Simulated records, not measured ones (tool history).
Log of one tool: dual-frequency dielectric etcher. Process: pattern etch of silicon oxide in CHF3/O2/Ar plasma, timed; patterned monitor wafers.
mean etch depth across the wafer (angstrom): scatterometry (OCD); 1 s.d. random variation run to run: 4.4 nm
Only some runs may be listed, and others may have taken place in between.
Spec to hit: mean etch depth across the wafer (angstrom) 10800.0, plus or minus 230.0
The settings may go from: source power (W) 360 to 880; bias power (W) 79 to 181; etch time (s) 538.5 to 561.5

run,day,source power (W),bias power (W),etch time (s),mean etch depth across the wafer (angstrom)
1,0.000,620,130,538.5,9611.4
2,0.142,620,130,561.5,10035.0
3,0.492,640,131,561.5,10146.0
4,0.846,640,131,561.5,10136.0
5,1.012,660,132,561.5,10171.0
6,1.217,680,135,561.5,10341.0
7,1.312,690,137,561.5,10408.0
# day 1.496: bias power generator calibrated
8,1.496,700,138,561.5,10382.0
9,1.683,710,140,561.5,10521.0
10,1.704,720,141,561.5,10604.0

Exercise: of the 5 proposed moves below, exactly one satisfies all targets within the stated allowed misses. Which move is it?
A,1.725,690,139,561.5,?
B,1.725,810,139,558.5,?
C,1.725,740,130,555.5,?
D,1.725,690,139,555.5,?
E,1.725,680,142,553.0,?

move,mean etch depth across the wafer (angstrom)
A,10383.0
B,10711.0
C,10222.0
D,10272.0
E,10261.0
A: further off than the last run
B: all results land within tolerance of their targets
C: further off than the last run
D: further off than the last run
E: further off than the last run
Go with B: it meets all targets.
